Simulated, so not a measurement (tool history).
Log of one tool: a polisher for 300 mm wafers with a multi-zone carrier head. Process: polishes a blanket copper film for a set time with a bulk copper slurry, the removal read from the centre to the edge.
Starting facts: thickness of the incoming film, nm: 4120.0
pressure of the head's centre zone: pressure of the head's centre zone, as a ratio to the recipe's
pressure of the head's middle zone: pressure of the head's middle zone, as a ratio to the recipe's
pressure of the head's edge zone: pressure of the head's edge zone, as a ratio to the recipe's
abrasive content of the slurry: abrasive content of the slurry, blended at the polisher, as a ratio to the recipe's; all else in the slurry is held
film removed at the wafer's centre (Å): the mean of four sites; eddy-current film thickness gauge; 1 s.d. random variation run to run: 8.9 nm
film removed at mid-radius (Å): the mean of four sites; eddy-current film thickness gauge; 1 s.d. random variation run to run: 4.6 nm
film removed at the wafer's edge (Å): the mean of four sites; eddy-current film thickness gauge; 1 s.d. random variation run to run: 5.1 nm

run  hour  flow of slurry (ml/min)  pressure of the head's centre zone  pressure of the head's middle zone  pressure of the head's edge zone  abrasive content of the slurry  polishing time (s)  film removed at the wafer's centre (Å)  film removed at mid-radius (Å)  film removed at the wafer's edge (Å)
  1     0                      210                                   1                                   1                                 1                               1                  33                                  3546.7                          3692.7                                3567.8
  2   6.2                      210                                0.93                                   1                                 1                               1                  33                                  3367.5                          3684.3                                3576.8
  3   9.4                      250                                0.93                                   1                                 1                               1                  33                                  3370.7                          3774.7                                3658.8
  4  10.7                      235                                0.99                                   1                              0.99                             1.1                  35                                  3935.1                            3985                                3907.6
  5    17                      235                                0.92                                   1                              0.99                             1.1                  35                                  3709.1                          4023.6                                3972.7
  6  21.2                      235                                0.92                                1.05                              0.99                             1.1                  35                                  3643.4                          4242.6                                3884.6

Expected results for the next run?
  7  27.2                      235                                0.97                                1.05                              0.99                             1.2                  36                                       ?                               ?                                     ?

film removed at the wafer's centre (Å): 3996.6
film removed at mid-radius (Å): 4368.1
film removed at the wafer's edge (Å): 4074

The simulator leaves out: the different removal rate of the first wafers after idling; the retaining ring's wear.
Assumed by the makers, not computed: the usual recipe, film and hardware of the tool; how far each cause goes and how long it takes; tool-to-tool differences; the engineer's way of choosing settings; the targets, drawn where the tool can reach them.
